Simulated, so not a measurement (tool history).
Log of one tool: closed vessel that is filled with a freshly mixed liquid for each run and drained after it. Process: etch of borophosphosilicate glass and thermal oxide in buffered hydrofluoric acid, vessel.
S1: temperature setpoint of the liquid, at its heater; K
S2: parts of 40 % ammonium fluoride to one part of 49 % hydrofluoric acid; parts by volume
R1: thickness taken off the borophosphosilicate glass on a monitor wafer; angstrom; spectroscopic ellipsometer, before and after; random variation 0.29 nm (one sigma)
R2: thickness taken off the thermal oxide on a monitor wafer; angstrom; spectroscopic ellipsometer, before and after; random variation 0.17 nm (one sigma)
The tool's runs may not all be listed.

Run 1, hour 0.0: S1 296.15 K, S2 20.5 parts by volume, time in the liquid (s) 60. Result: R1 536.81 angstrom, R2 352.61 angstrom.
Run 2, hour 3.7: S1 295.15 K, S2 21.5 parts by volume, time in the liquid (s) 60. Result: R1 500.54 angstrom, R2 321.06 angstrom.
Run 3, hour 11.9: S1 297.15 K, S2 21.5 parts by volume, time in the liquid (s) 60. Result: R1 548.22 angstrom, R2 366.18 angstrom.
Run 4, hour 18.9: S1 296.15 K, S2 23.0 parts by volume, time in the liquid (s) 60. Result: R1 511.62 angstrom, R2 335.78 angstrom.
Run 5, hour 27.1: S1 295.15 K, S2 24.5 parts by volume, time in the liquid (s) 60. Result: R1 463.51 angstrom, R2 298.82 angstrom.
Run 6, hour 35.5: S1 295.15 K, S2 24.5 parts by volume, time in the liquid (s) 45. Result: R1 344.98 angstrom, R2 224.75 angstrom.

Forecast run 7:
Run 7, hour 43.2: S1 295.15 K, S2 25.0 parts by volume, time in the liquid (s) 45. Result: R1 ?, R2 ?.

R1: 337.64 angstrom
R2: 219.75 angstrom
